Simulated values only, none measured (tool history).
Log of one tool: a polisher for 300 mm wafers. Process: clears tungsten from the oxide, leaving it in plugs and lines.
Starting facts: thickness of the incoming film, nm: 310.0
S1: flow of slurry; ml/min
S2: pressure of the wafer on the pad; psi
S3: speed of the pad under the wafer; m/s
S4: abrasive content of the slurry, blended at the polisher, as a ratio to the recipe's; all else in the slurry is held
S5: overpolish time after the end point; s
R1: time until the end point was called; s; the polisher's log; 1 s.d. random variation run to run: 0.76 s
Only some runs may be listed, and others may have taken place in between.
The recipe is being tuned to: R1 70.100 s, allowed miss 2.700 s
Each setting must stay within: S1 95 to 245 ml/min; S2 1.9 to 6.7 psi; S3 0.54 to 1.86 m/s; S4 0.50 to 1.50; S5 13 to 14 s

run	hour	S1	S2	S3	S4	S5	R1
1	0.0	155	4.3	1.18	1.00	13	49.174
2	7.7	155	4.3	1.30	1.00	13	45.417
3	13.1	155	4.3	1.30	1.00	14	45.356
4	14.5	155	4.3	1.30	1.15	14	43.635
5	21.3	155	4.0	1.30	1.15	14	47.422
6	27.3	155	3.8	1.30	1.15	14	48.913
7	31.3	155	3.6	1.30	1.15	14	52.297
8	31.9	145	2.4	1.28	1.15	14	79.114
9	36.7	145	2.4	1.28	1.15	14	79.924
10	43.4	150	2.4	1.28	1.15	14	78.221
11	45.5	155	2.4	1.28	1.15	14	78.893
12	49.8	155	2.4	1.28	1.15	14	77.749

Below are 5 possible settings for the next run. Only one of them brings all results inside the allowed miss of their targets. Which is it?
A	54.1	145	2.6	1.34	1.15	14	?
B	54.1	140	2.4	1.22	0.95	14	?
C	54.1	110	2.7	1.52	1.20	13	?
D	54.1	170	2.3	1.16	0.95	13	?
E	54.1	145	2.3	1.16	1.20	14	?

move	R1
A	69.165
B	85.024
C	62.967
D	89.265
E	87.476
A: every result within its allowed miss
B: misses by more than the last run did
C: takes the biggest miss from the last run beyond its target
D: misses by more than the last run did
E: misses by more than the last run did
The right move is A.
